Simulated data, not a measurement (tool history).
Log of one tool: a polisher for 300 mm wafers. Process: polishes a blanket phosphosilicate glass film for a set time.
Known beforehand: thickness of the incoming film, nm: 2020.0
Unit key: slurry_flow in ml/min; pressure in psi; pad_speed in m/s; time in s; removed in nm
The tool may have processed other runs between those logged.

run,day,slurry_flow,pressure,pad_speed,slurry_solids,time,removed
1,0,130,3.2,1.12,1,96,935.58
2,0.129,130,3.2,1.12,0.85,96,864.88
3,0.188,130,3.2,1.12,0.85,96,851.38
4,0.371,110,3.2,1.12,0.85,96,846.47
5,0.654,110,3.5,1.12,0.85,96,906.44
6,0.683,110,3.5,1.12,0.85,101,961.02
7,0.842,115,3.6,1.12,0.85,101,1002.9
8,1.117,120,3.7,1.12,0.85,101,1025

What does the tool deliver on the next run?
9,1.342,120,3.8,1.12,0.85,101,?

{"run 9": {"removed": 1056.2}}
